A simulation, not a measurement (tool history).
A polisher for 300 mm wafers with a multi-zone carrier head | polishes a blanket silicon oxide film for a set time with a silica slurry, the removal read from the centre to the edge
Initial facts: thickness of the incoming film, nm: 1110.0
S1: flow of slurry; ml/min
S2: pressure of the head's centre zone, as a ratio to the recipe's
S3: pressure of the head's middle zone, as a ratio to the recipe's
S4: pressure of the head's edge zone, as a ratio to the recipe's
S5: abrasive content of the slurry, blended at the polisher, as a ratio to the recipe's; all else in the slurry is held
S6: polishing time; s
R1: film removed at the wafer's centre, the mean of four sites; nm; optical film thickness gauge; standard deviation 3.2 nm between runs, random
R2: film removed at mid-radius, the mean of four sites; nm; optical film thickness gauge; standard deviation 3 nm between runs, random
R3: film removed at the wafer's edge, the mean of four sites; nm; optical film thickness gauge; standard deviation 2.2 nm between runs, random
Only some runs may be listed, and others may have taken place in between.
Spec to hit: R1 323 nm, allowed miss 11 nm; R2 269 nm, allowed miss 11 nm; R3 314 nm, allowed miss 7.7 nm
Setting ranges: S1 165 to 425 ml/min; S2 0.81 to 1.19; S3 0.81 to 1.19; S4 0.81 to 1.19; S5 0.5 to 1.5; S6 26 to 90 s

run	hour	S1	S2	S3	S4	S5	S6	R1	R2	R3
1	0	275	1	1	1	1	58	206.42	200.93	205.94
2	4.9	280	1.01	0.99	1.02	1.05	59	217.95	206.23	217.73
3	11.3	280	1.01	1.07	1.02	1.05	59	216.6	225.41	214.8
4	15.4	280	1.01	1.07	1.02	1.05	73	272.28	279.51	266.59
5	21.1	280	1.01	1.07	1.02	1.05	86	314.36	327.68	317.03
6	22.2	280	1.01	1.13	1.02	1.05	86	317.15	347.27	312.94
7	27.2	280	1.01	1.13	1.02	1.05	86	319.27	344.88	318.78
8	29.9	275	1.02	1.09	1.02	1.05	86	320.19	328.73	310.64
9	32	270	1.02	1.06	1.03	1.05	86	321.53	325.13	313.82
10	36.6	270	1.02	1.03	1.04	1.05	86	319.53	317.25	319.81
11	42.1	265	1.03	1.01	1.04	1.05	86	323.05	302.1	317.41
12	45.4	260	1.03	1	1.04	1.05	86	317.26	311.08	316.2
13	47.6	265	1.04	0.98	1.04	1.05	86	322.45	300.6	315.2
14	54.6	265	1.04	0.96	1.04	1.05	86	321.67	297.93	320.3
15	60	260	1.05	0.95	1.04	1.05	86	330.22	296.09	316.13
16	68.9	255	1.05	0.94	1.04	1.05	86	324.24	294.63	316.09
17	76.7	255	1.05	0.93	1.04	1.05	86	326.79	285.95	314.36
18	83.5	255	1.05	0.92	1.04	1.05	86	322.21	287.75	318.01
19	87.4	255	1.05	0.92	1.04	1.05	86	325.4	284.5	315.86
20	96.1	255	1.05	0.91	1.04	1.05	86	327.05	286.12	313.64

Pick the move, out of 5, that brings all results within their allowed miss; only one does.
A	104.8	295	0.97	1	0.98	1.4	77	?	?	?
B	104.8	345	1.17	0.85	1.01	1.2	75	?	?	?
C	104.8	170	1.12	0.93	1.13	1.05	86	?	?	?
D	104.8	220	1.02	0.93	1.03	1.1	87	?	?	?
E	104.8	225	1.13	0.85	0.99	1.15	85	?	?	?

move	R1	R2	R3
A	310.69	310.25	310.55
B	350.92	253.01	294.09
C	330.15	270.58	315.71
D	324.51	291	320.32
E	358.65	269.18	313.39
A: moves away from the targets compared with the last run
B: moves the result that the last run missed by most past its target, out the other side
C: each result inside its tolerance
D: moves away from the targets compared with the last run
E: the worst result of the last run now meets its target, but another is out of spec
Move C is the one to make.

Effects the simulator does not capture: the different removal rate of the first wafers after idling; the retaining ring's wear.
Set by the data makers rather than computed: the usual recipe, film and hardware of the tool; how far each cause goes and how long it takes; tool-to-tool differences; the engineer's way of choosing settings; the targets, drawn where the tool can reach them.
